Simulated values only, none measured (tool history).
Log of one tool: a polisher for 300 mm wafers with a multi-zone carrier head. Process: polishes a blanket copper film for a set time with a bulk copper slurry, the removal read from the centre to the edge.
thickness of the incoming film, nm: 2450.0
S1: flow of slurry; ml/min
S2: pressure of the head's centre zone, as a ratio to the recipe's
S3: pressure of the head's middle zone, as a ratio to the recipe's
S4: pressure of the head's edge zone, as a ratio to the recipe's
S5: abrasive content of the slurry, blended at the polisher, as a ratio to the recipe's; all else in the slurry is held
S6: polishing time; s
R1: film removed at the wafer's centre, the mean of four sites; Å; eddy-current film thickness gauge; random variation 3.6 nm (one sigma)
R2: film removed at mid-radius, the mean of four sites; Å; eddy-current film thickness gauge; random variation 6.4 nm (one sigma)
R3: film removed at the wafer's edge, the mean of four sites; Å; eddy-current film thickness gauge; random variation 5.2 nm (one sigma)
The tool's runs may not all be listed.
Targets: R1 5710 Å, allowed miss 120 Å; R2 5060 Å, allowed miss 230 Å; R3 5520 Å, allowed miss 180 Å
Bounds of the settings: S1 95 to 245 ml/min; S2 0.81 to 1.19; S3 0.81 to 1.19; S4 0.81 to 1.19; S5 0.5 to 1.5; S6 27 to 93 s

| run | hour | S1 | S2 | S3 | S4 | S5 | S6 | R1 | R2 | R3 |
|---|---|---|---|---|---|---|---|---|---|---|
| 1 | 0 | 155 | 1 | 1 | 1 | 1 | 59 | 7036.4 | 7051 | 7249.8 |
| 2 | 0.5 | 155 | 1 | 0.98 | 0.98 | 0.95 | 59 | 6924 | 6901.7 | 7238.4 |
| 3 | 6.3 | 155 | 1.01 | 0.97 | 0.97 | 0.9 | 58 | 6915.1 | 6760.6 | 7056.8 |
| 4 | 12 | 155 | 1.01 | 1 | 0.97 | 0.9 | 58 | 6839 | 6830.2 | 6856.4 |
| 5 | 18.3 | 155 | 1.01 | 0.93 | 0.97 | 0.9 | 58 | 6955.6 | 6412 | 7066.3 |
|  | 19.6 | slurry nozzle cleaned |
| 6 | 19.6 | 150 | 1.01 | 0.92 | 0.96 | 0.85 | 57 | 7221.8 | 6669.1 | 6994.2 |
| 7 | 23.6 | 150 | 1.02 | 0.92 | 0.97 | 0.85 | 55 | 7120.2 | 6503.5 | 6902.9 |
| 8 | 25.2 | 150 | 1.01 | 0.91 | 0.96 | 0.85 | 54 | 6994.6 | 6396.5 | 6634.8 |
| 9 | 25.8 | 150 | 1 | 0.9 | 0.97 | 0.85 | 52 | 6563.5 | 6052.5 | 6441.3 |
| 10 | 30.6 | 150 | 1 | 0.9 | 0.97 | 0.85 | 52 | 6572.2 | 6043.6 | 6531.4 |
| 11 | 33.2 | 150 | 1 | 0.89 | 0.96 | 0.85 | 51 | 6428.2 | 5838.9 | 6313.6 |
| 12 | 34.6 | 150 | 1 | 0.88 | 0.95 | 0.85 | 51 | 6476.1 | 5869.1 | 6441.4 |
| 13 | 42.8 | 150 | 1 | 0.87 | 0.95 | 0.85 | 50 | 6268.7 | 5640.4 | 6220.4 |
| 14 | 49.6 | 150 | 1 | 0.86 | 0.94 | 0.85 | 50 | 6319 | 5707.4 | 6068.8 |
| 15 | 50.9 | 150 | 1 | 0.85 | 0.94 | 0.9 | 50 | 6348.5 | 5693.5 | 6212.2 |

Which of these 5 next moves meets every target?
| A | 52.2 | 115 | 1.08 | 0.93 | 0.88 | 0.95 | 48 | ? | ? | ? |
| B | 52.2 | 145 | 1 | 0.81 | 0.96 | 0.85 | 57 | ? | ? | ? |
| C | 52.2 | 130 | 0.89 | 0.97 | 0.89 | 0.95 | 49 | ? | ? | ? |
| D | 52.2 | 150 | 0.96 | 0.89 | 1.09 | 0.8 | 56 | ? | ? | ? |
| E | 52.2 | 120 | 1 | 0.83 | 0.88 | 0.75 | 49 | ? | ? | ? |

| move | R1 | R2 | R3 |
|---|---|---|---|
| A | 6170.1 | 5444.7 | 5610.7 |
| B | 7137.1 | 6136.9 | 7076.3 |
| C | 5462.1 | 5915.4 | 5886.6 |
| D | 6735.8 | 6388 | 7325.7 |
| E | 5691.8 | 5004.1 | 5541.4 |
A: nearer than the last run, and not there yet
B: further off than the last run
C: takes the result that was furthest off past its target
D: further off than the last run
E: meets every target
Move E is the one to make.
